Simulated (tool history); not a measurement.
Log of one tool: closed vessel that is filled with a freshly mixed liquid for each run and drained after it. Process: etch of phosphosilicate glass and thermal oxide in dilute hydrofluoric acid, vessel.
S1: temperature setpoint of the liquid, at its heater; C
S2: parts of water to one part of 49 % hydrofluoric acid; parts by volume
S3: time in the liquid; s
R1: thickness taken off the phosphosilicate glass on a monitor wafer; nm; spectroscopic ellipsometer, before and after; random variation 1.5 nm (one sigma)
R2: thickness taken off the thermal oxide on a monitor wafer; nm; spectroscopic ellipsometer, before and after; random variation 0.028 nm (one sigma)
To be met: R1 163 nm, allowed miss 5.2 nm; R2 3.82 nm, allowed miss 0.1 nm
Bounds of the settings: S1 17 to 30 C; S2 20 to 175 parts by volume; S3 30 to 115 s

{"run": 1, "hour": 0.0, "S1": 22, "S2": 95, "S3": 60, "R1": 124.57, "R2": 2.9269}
{"run": 2, "hour": 9.1, "S1": 23, "S2": 95, "S3": 60, "R1": 127.99, "R2": 3.0413}
{"run": 3, "hour": 17.7, "S1": 23.5, "S2": 95, "S3": 60, "R1": 131.17, "R2": 3.0751}
{"run": 4, "hour": 19.6, "S1": 24.5, "S2": 95, "S3": 60, "R1": 135.69, "R2": 3.2156}
{"run": 5, "hour": 23.5, "S1": 24.5, "S2": 130, "S3": 60, "R1": 95.444, "R2": 2.2471}
{"run": 6, "hour": 27.5, "S1": 24.5, "S2": 130, "S3": 45, "R1": 72.275, "R2": 1.7174}
{"run": 7, "hour": 29.5, "S1": 28.5, "S2": 90, "S3": 45, "R1": 129.7, "R2": 3.0097}
{"run": 8, "hour": 32.0, "S1": 28.5, "S2": 85, "S3": 45, "R1": 137.42, "R2": 3.1869}
{"run": 9, "hour": 40.3, "S1": 29, "S2": 80, "S3": 45, "R1": 150.36, "R2": 3.4502}

4 next moves are on the table. One of them brings every result within its allowed miss. Which?
{"run": "A", "hour": 48.6, "S1": 30, "S2": 50, "S3": 30, "R1": "?", "R2": "?"}
{"run": "B", "hour": 48.6, "S1": 29.5, "S2": 105, "S3": 70, "R1": "?", "R2": "?"}
{"run": "C", "hour": 48.6, "S1": 24, "S2": 85, "S3": 60, "R1": "?", "R2": "?"}
{"run": "D", "hour": 48.6, "S1": 27, "S2": 95, "S3": 65, "R1": "?", "R2": "?"}

move=A R1=171.12 R2=4.0261
move=B R1=172.13 R2=4.0499
move=C R1=151.18 R2=3.5571
move=D R1=162.8 R2=3.8304
A: takes the result that was furthest off past its target
B: takes the result that was furthest off past its target
C: nearer than the last run, and not there yet
D: meets every target
The right move is D.
